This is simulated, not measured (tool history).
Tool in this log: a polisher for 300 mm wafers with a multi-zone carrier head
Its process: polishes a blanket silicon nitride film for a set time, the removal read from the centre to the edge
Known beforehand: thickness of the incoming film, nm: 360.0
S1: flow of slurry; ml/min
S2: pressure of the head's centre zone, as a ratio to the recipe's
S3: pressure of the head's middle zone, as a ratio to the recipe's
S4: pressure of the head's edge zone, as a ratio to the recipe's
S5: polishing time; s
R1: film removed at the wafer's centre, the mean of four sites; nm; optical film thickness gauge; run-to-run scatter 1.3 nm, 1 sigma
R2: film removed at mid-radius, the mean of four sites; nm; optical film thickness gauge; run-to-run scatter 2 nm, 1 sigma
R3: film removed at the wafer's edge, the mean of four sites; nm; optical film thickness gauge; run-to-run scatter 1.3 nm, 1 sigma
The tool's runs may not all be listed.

| run | hour | S1 | S2 | S3 | S4 | S5 | R1 | R2 | R3 |
|---|---|---|---|---|---|---|---|---|---|
| 1 | 0.0 | 150 | 1.00 | 1.00 | 1.00 | 57 | 119.89 | 121.75 | 122.82 |
| 2 | 6.7 | 160 | 1.00 | 0.99 | 1.04 | 58 | 123.63 | 125.35 | 127.80 |
| 3 | 12.9 | 160 | 1.00 | 0.99 | 1.08 | 58 | 123.72 | 126.84 | 131.02 |
| 4 | 17.9 | 160 | 1.00 | 1.04 | 1.08 | 58 | 125.13 | 130.92 | 131.43 |
| 5 | 23.6 | 160 | 1.00 | 1.04 | 1.03 | 58 | 126.51 | 128.83 | 127.00 |
| 6 | 30.3 | 165 | 1.01 | 1.00 | 1.07 | 59 | 128.78 | 129.89 | 131.18 |

The next listed run, before its measurement:
| 7 | 31.1 | 165 | 1.01 | 1.00 | 1.07 | 59 | ? | ? | ? |

Run 7 yielded R1 128.68 nm, R2 127.52 nm, R3 129.85 nm.
